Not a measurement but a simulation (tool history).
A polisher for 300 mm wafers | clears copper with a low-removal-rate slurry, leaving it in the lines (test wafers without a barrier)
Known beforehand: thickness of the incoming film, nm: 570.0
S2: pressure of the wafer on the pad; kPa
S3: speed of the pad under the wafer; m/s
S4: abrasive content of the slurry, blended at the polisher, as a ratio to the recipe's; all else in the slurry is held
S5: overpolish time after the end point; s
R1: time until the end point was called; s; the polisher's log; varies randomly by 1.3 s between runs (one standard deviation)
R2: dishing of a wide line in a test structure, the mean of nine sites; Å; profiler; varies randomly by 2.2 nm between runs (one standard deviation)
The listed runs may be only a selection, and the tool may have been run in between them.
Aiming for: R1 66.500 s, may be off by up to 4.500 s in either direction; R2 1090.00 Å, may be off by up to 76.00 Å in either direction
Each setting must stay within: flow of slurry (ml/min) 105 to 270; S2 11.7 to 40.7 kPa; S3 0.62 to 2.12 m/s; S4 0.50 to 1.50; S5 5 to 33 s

{"run": 1, "hour": 0.0, "flow of slurry (ml/min)": 175, "S2": 26.2, "S3": 1.36, "S4": 1.0, "S5": 17, "R1": 100.87, "R2": 643.44}
{"run": 2, "hour": 3.1, "flow of slurry (ml/min)": 175, "S2": 29.0, "S3": 1.38, "S4": 1.0, "S5": 18, "R1": 86.63, "R2": 730.99}
{"run": 3, "hour": 10.9, "flow of slurry (ml/min)": 175, "S2": 29.0, "S3": 1.38, "S4": 0.8, "S5": 18, "R1": 88.766, "R2": 743.18}
{"run": 4, "hour": 14.1, "flow of slurry (ml/min)": 175, "S2": 32.4, "S3": 1.38, "S4": 0.8, "S5": 18, "R1": 80.14, "R2": 828.93}
{"run": 5, "hour": 16.8, "flow of slurry (ml/min)": 175, "S2": 33.8, "S3": 1.38, "S4": 0.8, "S5": 19, "R1": 80.752, "R2": 874.36}
{"run": 6, "hour": 18.6, "flow of slurry (ml/min)": 175, "S2": 35.9, "S3": 1.4, "S4": 0.8, "S5": 19, "R1": 73.277, "R2": 885.49}
{"run": 7, "hour": 19.4, "flow of slurry (ml/min)": 175, "S2": 35.9, "S3": 1.4, "S4": 0.8, "S5": 19, "R1": 73.886, "R2": 896.1}
{"run": 8, "hour": 26.1, "flow of slurry (ml/min)": 175, "S2": 37.2, "S3": 1.4, "S4": 0.8, "S5": 20, "R1": 69.462, "R2": 972.16}
{"run": 9, "hour": 34.2, "flow of slurry (ml/min)": 175, "S2": 37.9, "S3": 1.4, "S4": 0.8, "S5": 21, "R1": 69.418, "R2": 1037.3}

Pick the move, out of 5, that brings all results within their allowed miss; only one does.
{"run": "A", "hour": 42.3, "flow of slurry (ml/min)": 150, "S2": 31.0, "S3": 1.56, "S4": 0.6, "S5": 28, "R1": "?", "R2": "?"}
{"run": "B", "hour": 42.3, "flow of slurry (ml/min)": 165, "S2": 35.2, "S3": 1.36, "S4": 0.9, "S5": 25, "R1": "?", "R2": "?"}
{"run": "C", "hour": 42.3, "flow of slurry (ml/min)": 140, "S2": 32.4, "S3": 1.46, "S4": 0.85, "S5": 30, "R1": "?", "R2": "?"}
{"run": "D", "hour": 42.3, "flow of slurry (ml/min)": 190, "S2": 40.7, "S3": 1.04, "S4": 0.85, "S5": 29, "R1": "?", "R2": "?"}
{"run": "E", "hour": 42.3, "flow of slurry (ml/min)": 245, "S2": 29.6, "S3": 1.74, "S4": 0.9, "S5": 24, "R1": "?", "R2": "?"}

move=A R1=78.014 R2=1068.30
move=B R1=72.795 R2=1059.20
move=C R1=76.769 R2=1126.00
move=D R1=79.481 R2=1116.60
move=E R1=64.755 R2=1080.10
A: brings the last run's worst result on target, with another outside its allowed miss
B: brings the last run's worst result on target, with another outside its allowed miss
C: brings the last run's worst result on target, with another outside its allowed miss
D: brings the last run's worst result on target, with another outside its allowed miss
E: every result within its allowed miss
E meets every target.
